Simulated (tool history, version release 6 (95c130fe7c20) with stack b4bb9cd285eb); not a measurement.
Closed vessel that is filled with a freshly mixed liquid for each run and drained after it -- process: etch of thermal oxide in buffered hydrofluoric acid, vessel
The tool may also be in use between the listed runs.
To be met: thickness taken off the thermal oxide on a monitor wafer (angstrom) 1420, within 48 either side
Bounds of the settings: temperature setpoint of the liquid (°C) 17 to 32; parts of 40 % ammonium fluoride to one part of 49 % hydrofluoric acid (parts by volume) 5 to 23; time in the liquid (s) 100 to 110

run,day,temperature setpoint of the liquid (°C),parts of 40 % ammonium fluoride to one part of 49 % hydrofluoric acid (parts by volume),time in the liquid (s),thickness taken off the thermal oxide on a monitor wafer (angstrom)
1,0,24,14,100,719.36
2,0.208,26.5,14,100,805.49
3,0.275,23.5,14,100,692.28
4,0.554,23.5,14,100,681.2
5,0.729,27,14,100,845.88
6,0.979,30,14,100,996.92
7,1.121,30.5,13,100,1085.9
8,1.183,31,12.5,100,1146.9
9,1.5,31,12,100,1195.2
10,1.629,31,11.5,100,1248.3
11,1.708,31,11,100,1313.2
12,2.004,31.5,11,100,1352.6

Exactly one of the 5 candidate moves below puts every result within its allowed miss. Which one?
A,2.3,30,11,105,?
B,2.3,31.5,11,105,?
C,2.3,32,12,105,?
D,2.3,31.5,9.5,100,?
E,2.3,26.5,7.5,105,?

move,thickness taken off the thermal oxide on a monitor wafer (angstrom)
A,1311.8
B,1419.8
C,1339.1
D,1532.1
E,1553
A: its largest miss is bigger than the last run's
B: hits every target within its allowed miss
C: its largest miss is bigger than the last run's
D: takes the result that was furthest off past its target
E: takes the result that was furthest off past its target
Answer: B
